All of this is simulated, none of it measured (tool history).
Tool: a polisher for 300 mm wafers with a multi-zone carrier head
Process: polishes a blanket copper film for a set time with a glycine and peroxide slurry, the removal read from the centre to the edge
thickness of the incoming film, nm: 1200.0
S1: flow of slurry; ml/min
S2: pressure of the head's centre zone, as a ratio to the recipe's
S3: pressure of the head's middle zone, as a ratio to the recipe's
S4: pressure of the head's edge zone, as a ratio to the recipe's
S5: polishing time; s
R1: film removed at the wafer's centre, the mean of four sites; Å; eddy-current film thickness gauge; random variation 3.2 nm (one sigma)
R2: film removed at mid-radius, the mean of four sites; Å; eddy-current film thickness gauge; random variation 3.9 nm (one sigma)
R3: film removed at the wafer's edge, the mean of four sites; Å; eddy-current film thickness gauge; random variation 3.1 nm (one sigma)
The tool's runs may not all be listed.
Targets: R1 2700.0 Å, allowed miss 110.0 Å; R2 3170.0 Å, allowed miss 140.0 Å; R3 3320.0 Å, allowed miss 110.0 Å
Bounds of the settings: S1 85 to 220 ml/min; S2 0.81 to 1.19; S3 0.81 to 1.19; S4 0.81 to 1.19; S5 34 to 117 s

{"run": 1, "hour": 0.0, "S1": 140, "S2": 1.0, "S3": 1.0, "S4": 1.0, "S5": 75, "R1": 2608.3, "R2": 2625.9, "R3": 2636.2}
{"run": 2, "hour": 4.2, "S1": 140, "S2": 0.96, "S3": 1.0, "S4": 1.0, "S5": 75, "R1": 2541.5, "R2": 2518.4, "R3": 2627.5}
{"run": 3, "hour": 10.0, "S1": 140, "S2": 0.96, "S3": 1.0, "S4": 1.0, "S5": 83, "R1": 2767.4, "R2": 2822.8, "R3": 2921.0}
{"run": 4, "hour": 13.7, "S1": 140, "S2": 0.96, "S3": 0.94, "S4": 1.0, "S5": 83, "R1": 2774.3, "R2": 2747.1, "R3": 2887.4}
{"run": 5, "hour": 16.0, "S1": 145, "S2": 0.93, "S3": 1.01, "S4": 1.03, "S5": 84, "R1": 2710.7, "R2": 2916.4, "R3": 2963.9}
{"run": 6, "hour": 24.4, "S1": 110, "S2": 0.93, "S3": 1.01, "S4": 1.03, "S5": 84, "R1": 2554.6, "R2": 2756.5, "R3": 2856.4}
{"run": 7, "hour": 27.6, "S1": 125, "S2": 0.92, "S3": 1.02, "S4": 1.08, "S5": 85, "R1": 2679.4, "R2": 2890.7, "R3": 2983.3}
{"run": 8, "hour": 35.1, "S1": 130, "S2": 0.89, "S3": 1.02, "S4": 1.1, "S5": 87, "R1": 2666.2, "R2": 3043.8, "R3": 3121.4}
{"run": 9, "hour": 42.2, "S1": 135, "S2": 0.88, "S3": 1.01, "S4": 1.12, "S5": 88, "R1": 2692.7, "R2": 3118.1, "R3": 3252.1}
{"run": 10, "hour": 42.7, "S1": 135, "S2": 0.88, "S3": 1.01, "S4": 1.13, "S5": 88, "R1": 2636.3, "R2": 3057.0, "R3": 3215.2}

5 next moves are on the table. One of them brings every result within its allowed miss. Which?
{"run": "A", "hour": 43.2, "S1": 150, "S2": 0.92, "S3": 1.06, "S4": 1.06, "S5": 85, "R1": "?", "R2": "?", "R3": "?"}
{"run": "B", "hour": 43.2, "S1": 110, "S2": 0.87, "S3": 1.04, "S4": 1.12, "S5": 95, "R1": "?", "R2": "?", "R3": "?"}
{"run": "C", "hour": 43.2, "S1": 130, "S2": 0.9, "S3": 1.02, "S4": 1.15, "S5": 85, "R1": "?", "R2": "?", "R3": "?"}
{"run": "D", "hour": 43.2, "S1": 100, "S2": 0.83, "S3": 0.94, "S4": 1.16, "S5": 97, "R1": "?", "R2": "?", "R3": "?"}
{"run": "E", "hour": 43.2, "S1": 100, "S2": 0.87, "S3": 0.99, "S4": 1.12, "S5": 91, "R1": "?", "R2": "?", "R3": "?"}

move=A R1=2758.1 R2=3167.6 R3=3135.1
move=B R1=2692.7 R2=3227.3 R3=3395.2
move=C R1=2609.6 R2=2969.5 R3=3167.8
move=D R1=2551.0 R2=2937.9 R3=3451.1
move=E R1=2491.2 R2=2878.3 R3=3189.7
A: further off than the last run
B: meets every target
C: further off than the last run
D: takes the result that was furthest off past its target
E: further off than the last run
The right move is B.

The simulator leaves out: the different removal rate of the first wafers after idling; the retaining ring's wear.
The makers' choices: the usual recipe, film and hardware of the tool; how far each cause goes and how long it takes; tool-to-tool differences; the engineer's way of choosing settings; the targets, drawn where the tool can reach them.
